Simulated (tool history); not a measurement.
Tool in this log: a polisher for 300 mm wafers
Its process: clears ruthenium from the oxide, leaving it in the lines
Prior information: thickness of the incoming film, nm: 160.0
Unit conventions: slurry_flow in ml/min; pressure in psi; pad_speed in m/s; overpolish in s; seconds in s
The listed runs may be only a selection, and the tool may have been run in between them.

run 1 hour=0 | slurry_flow=310 pressure=2 pad_speed=1.3 overpolish=42 | seconds=100.44
run 2 hour=5.7 | slurry_flow=310 pressure=2 pad_speed=1.54 overpolish=42 | seconds=87.43
run 3 hour=9.7 | slurry_flow=240 pressure=2 pad_speed=1.54 overpolish=42 | seconds=88.664
run 4 hour=18.6 | slurry_flow=240 pressure=1.8 pad_speed=1.54 overpolish=42 | seconds=102.03
run 5 hour=20.5 | slurry_flow=240 pressure=1.8 pad_speed=1.54 overpolish=42 | seconds=98.983
run 6 hour=28.3 | slurry_flow=240 pressure=1.8 pad_speed=1.54 overpolish=45 | seconds=101.05
run 7 hour=37 | slurry_flow=240 pressure=1.7 pad_speed=1.54 overpolish=45 | seconds=105.01
run 8 hour=45.1 | slurry_flow=240 pressure=1.6 pad_speed=1.54 overpolish=45 | seconds=109.06

Run 9 has not been measured yet. What should we expect?
run 9 hour=53.3 | slurry_flow=235 pressure=1.5 pad_speed=1.54 overpolish=45 | seconds=?

{"run 9": {"seconds": 120.4}}

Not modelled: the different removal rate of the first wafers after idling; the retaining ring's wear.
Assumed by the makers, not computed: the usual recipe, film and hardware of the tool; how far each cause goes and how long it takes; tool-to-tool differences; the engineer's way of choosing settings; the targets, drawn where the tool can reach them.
